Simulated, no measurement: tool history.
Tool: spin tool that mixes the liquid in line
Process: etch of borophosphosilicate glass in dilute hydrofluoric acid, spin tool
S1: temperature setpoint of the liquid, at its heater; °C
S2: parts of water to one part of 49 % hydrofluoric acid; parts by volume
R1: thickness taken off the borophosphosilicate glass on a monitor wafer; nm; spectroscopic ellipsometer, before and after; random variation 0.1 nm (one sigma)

{"run": 1, "day": 0.0, "S1": 20, "S2": 230, "time under the liquid (s)": 45, "R1": 8.4763}
{"run": 2, "day": 0.125, "S1": 23, "S2": 230, "time under the liquid (s)": 45, "R1": 9.5894}
{"run": 3, "day": 0.208, "S1": 23, "S2": 290, "time under the liquid (s)": 45, "R1": 7.0445}
{"run": 4, "day": 0.367, "S1": 23, "S2": 340, "time under the liquid (s)": 45, "R1": 5.7746}
{"run": 5, "day": 0.433, "S1": 23, "S2": 380, "time under the liquid (s)": 45, "R1": 5.0692}
{"run": 6, "day": 0.638, "S1": 24.5, "S2": 305, "time under the liquid (s)": 45, "R1": 7.088}
{"run": 7, "day": 0.917, "S1": 25.5, "S2": 255, "time under the liquid (s)": 45, "R1": 9.2041}

The next listed run, before its measurement:
{"run": 8, "day": 0.954, "S1": 26, "S2": 225, "time under the liquid (s)": 45, "R1": "?"}

R1: 10.803 nm
